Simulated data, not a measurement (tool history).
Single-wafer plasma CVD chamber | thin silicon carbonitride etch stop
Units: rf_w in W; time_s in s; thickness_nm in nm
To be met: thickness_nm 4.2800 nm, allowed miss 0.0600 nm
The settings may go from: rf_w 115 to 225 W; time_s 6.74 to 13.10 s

run,hour,rf_w,time_s,thickness_nm
1,0.0,170,9.92,5.2858
2,2.7,170,9.30,4.9097
3,6.5,160,9.19,4.7353
4,14.6,155,9.17,4.6879
5,20.4,175,9.17,4.8927
6,24.6,165,9.13,4.7568
7,29.2,155,9.10,4.6653
8,38.0,150,9.06,4.5902

4 next moves are on the table. One of them brings every result within its allowed miss. Which?
A,46.8,145,9.50,?
B,46.8,175,8.02,?
C,46.8,125,8.43,?
D,46.8,145,8.02,?

move,thickness_nm
A,4.7368
B,4.2651
C,3.9894
D,3.9989
A: further off than the last run
B: meets every target
C: takes the result that was furthest off past its target
D: takes the result that was furthest off past its target
The right move is B.
